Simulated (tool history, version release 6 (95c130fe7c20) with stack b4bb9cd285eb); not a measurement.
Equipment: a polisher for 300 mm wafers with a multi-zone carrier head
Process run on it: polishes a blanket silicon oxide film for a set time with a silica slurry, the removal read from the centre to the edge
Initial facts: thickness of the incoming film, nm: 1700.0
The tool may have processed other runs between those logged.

run	hour	flow of slurry (ml/min)	pressure of the head's centre zone	pressure of the head's middle zone	pressure of the head's edge zone	abrasive content of the slurry	polishing time (s)	film removed at the wafer's centre (nm)	film removed at mid-radius (nm)	film removed at the wafer's edge (nm)
1	0	215	1	1	1	1	66	152.38	147.07	150.51
2	5.5	215	1	1	1	1	77	176.73	172.89	176.31
3	10.5	215	1.01	0.97	0.97	0.9	74	161.19	153.79	154.96
4	17.2	210	1.02	0.94	0.97	0.8	72	147.89	136.18	143.77
5	18.4	210	1.02	0.9	0.97	0.8	72	148.94	129.23	141.43
6	27.3	205	1.02	0.88	0.95	0.75	71	140.14	119.12	131.95
7	29.8	200	1.02	0.87	0.92	0.7	71	133.42	114.19	124.91

Estimate the outcome of run 8 from the log above:
8	37.1	195	1.02	0.86	0.9	0.65	71	?	?	?

{"run 8": {"film removed at the wafer's centre (nm)": 125.86, "film removed at mid-radius (nm)": 106.77, "film removed at the wafer's edge (nm)": 116.8}}

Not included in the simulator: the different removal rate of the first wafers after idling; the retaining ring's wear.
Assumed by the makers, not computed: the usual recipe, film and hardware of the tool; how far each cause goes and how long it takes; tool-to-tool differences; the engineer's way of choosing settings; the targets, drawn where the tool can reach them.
